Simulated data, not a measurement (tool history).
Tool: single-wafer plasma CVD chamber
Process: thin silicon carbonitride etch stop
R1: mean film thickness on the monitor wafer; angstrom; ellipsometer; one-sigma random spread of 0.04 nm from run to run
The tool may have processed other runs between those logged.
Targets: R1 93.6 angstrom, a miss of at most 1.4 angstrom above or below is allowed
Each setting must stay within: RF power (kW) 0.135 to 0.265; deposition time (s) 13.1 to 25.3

Run 1, hour 0: RF power (kW) 0.2, deposition time (s) 19.2. Result: R1 123.35 angstrom.
Run 2, hour 4.6: RF power (kW) 0.2, deposition time (s) 21.1. Result: R1 135.57 angstrom.
Run 3, hour 5.7: RF power (kW) 0.225, deposition time (s) 21.1. Result: R1 142.7 angstrom.
Run 4, hour 13.8: RF power (kW) 0.205, deposition time (s) 19.9. Result: R1 129.78 angstrom.
Run 5, hour 19.3: RF power (kW) 0.19, deposition time (s) 18.9. Result: R1 118.85 angstrom.
Run 6, hour 23.1: RF power (kW) 0.205, deposition time (s) 18.9. Result: R1 122.41 angstrom.
Run 7, hour 23.9: RF power (kW) 0.19, deposition time (s) 18.2. Result: R1 114.38 angstrom.
Run 8, hour 32.4: RF power (kW) 0.18, deposition time (s) 17.7. Result: R1 107.86 angstrom.
Run 9, hour 37.9: RF power (kW) 0.17, deposition time (s) 17.5. Result: R1 104.84 angstrom.
Run 10, hour 46.5: RF power (kW) 0.165, deposition time (s) 17.3. Result: R1 102.88 angstrom.

Which of these 5 next moves meets every target?
Run A, hour 55.1: RF power (kW) 0.15, deposition time (s) 15.7. Result: R1 ?.
Run B, hour 55.1: RF power (kW) 0.185, deposition time (s) 18.9. Result: R1 ?.
Run C, hour 55.1: RF power (kW) 0.145, deposition time (s) 16.2. Result: R1 ?.
Run D, hour 55.1: RF power (kW) 0.17, deposition time (s) 17.8. Result: R1 ?.
Run E, hour 55.1: RF power (kW) 0.155, deposition time (s) 16.2. Result: R1 ?.

move      R1
   A  89.392
   B  117.85
   C  90.815
   D  107.11
   E  93.614
A: pushes the last run's worst result past its target
B: misses by more than the last run did
C: pushes the last run's worst result past its target
D: misses by more than the last run did
E: all results land within tolerance of their targets
E is the move that brings every result within its allowed miss.
